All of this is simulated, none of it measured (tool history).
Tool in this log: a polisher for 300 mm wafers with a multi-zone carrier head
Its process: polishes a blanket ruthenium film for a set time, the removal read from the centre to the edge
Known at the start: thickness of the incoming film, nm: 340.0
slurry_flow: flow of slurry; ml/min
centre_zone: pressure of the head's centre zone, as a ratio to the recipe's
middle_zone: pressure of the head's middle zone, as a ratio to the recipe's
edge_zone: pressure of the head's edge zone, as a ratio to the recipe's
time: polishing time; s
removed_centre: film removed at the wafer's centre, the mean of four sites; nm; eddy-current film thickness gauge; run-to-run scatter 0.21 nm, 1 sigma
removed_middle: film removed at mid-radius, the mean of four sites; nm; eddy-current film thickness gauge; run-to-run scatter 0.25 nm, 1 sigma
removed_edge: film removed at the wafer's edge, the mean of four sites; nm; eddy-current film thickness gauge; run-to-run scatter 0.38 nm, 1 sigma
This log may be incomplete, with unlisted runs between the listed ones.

run	hour	slurry_flow	centre_zone	middle_zone	edge_zone	time	removed_centre	removed_middle	removed_edge
1	0.0	245	1.00	1.00	1.00	48	46.677	47.324	47.240
2	8.4	245	1.00	0.97	1.00	48	47.663	46.299	48.186
3	17.1	275	1.00	0.97	1.00	48	47.995	46.979	47.921
4	19.3	295	0.98	0.95	0.96	40	39.581	38.905	38.818
5	27.5	295	0.98	0.95	1.03	40	39.297	38.791	40.384
6	28.6	295	0.98	0.91	1.03	40	39.296	37.098	40.947
7	37.0	270	0.96	0.94	0.93	26	24.956	24.635	25.171
8	44.0	300	0.97	0.95	0.95	26	25.050	24.890	26.118

Forecast run 9:
9	51.7	305	1.00	0.98	0.93	27	?	?	?

{"run 9": {"removed_centre": 27.454, "removed_middle": 26.484, "removed_edge": 26.508}}
